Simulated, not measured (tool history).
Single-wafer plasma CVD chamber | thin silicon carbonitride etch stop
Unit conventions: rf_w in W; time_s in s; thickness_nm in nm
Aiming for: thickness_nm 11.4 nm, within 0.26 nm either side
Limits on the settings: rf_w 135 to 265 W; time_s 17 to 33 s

run 1 hour=0 | rf_w=200 time_s=25 | thickness_nm=15.33
run 2 hour=6.9 | rf_w=225 time_s=25 | thickness_nm=15.938
run 3 hour=7.4 | rf_w=210 time_s=23.5 | thickness_nm=14.661
run 4 hour=9 | rf_w=190 time_s=23.5 | thickness_nm=14.159
run 5 hour=13.2 | rf_w=180 time_s=22.6 | thickness_nm=13.306
run 6 hour=18.6 | rf_w=170 time_s=22.1 | thickness_nm=12.844
run 7 hour=27.6 | rf_w=165 time_s=21.7 | thickness_nm=12.515
run 8 hour=29.2 | rf_w=160 time_s=21.4 | thickness_nm=12.199
run 9 hour=34.7 | rf_w=155 time_s=21.2 | thickness_nm=11.881
run 10 hour=41 | rf_w=150 time_s=21.1 | thickness_nm=11.739

Which of these 4 next moves meets every target?
run A hour=47.3 | rf_w=155 time_s=19.5 | thickness_nm=?
run B hour=47.3 | rf_w=160 time_s=20 | thickness_nm=?
run C hour=47.3 | rf_w=150 time_s=19.1 | thickness_nm=?
run D hour=47.3 | rf_w=145 time_s=21.5 | thickness_nm=?

move=A thickness_nm=10.991
move=B thickness_nm=11.39
move=C thickness_nm=10.65
move=D thickness_nm=11.855
A: moves the result that the last run missed by most past its target, out the other side
B: all results in spec
C: moves the result that the last run missed by most past its target, out the other side
D: the biggest miss grows against the last run
Move B is the one to make.
